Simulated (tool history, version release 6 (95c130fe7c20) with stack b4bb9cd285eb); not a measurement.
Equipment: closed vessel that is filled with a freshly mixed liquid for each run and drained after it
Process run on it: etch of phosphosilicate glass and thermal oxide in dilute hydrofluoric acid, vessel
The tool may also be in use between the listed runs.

run  hour  temperature setpoint of the liquid (°C)  parts of water to one part of 49 % hydrofluoric acid (parts by volume)  time in the liquid (s)  thickness taken off the phosphosilicate glass on a monitor wafer (nm)  thickness taken off the thermal oxide on a monitor wafer (nm)
  1     0                                       23                                                                     255                      60                                                                 10.666                                                        0.94239
  2   3.3                                     21.5                                                                     300                      60                                                                 8.2247                                                        0.75736
  3   9.7                                       21                                                                     340                      60                                                                 6.8972                                                        0.60766
  4  10.8                                       21                                                                     380                      60                                                                 5.9619                                                        0.55303
  5  14.3                                       20                                                                     400                      60                                                                 5.3747                                                         0.4835
  6  16.1                                     18.5                                                                     400                      60                                                                 5.1208                                                        0.43006

The next listed run, before its measurement:
  7  25.1                                     18.5                                                                     420                      60                                                                      ?                                                              ?

thickness taken off the phosphosilicate glass on a monitor wafer (nm): 4.8236
thickness taken off the thermal oxide on a monitor wafer (nm): 0.40973

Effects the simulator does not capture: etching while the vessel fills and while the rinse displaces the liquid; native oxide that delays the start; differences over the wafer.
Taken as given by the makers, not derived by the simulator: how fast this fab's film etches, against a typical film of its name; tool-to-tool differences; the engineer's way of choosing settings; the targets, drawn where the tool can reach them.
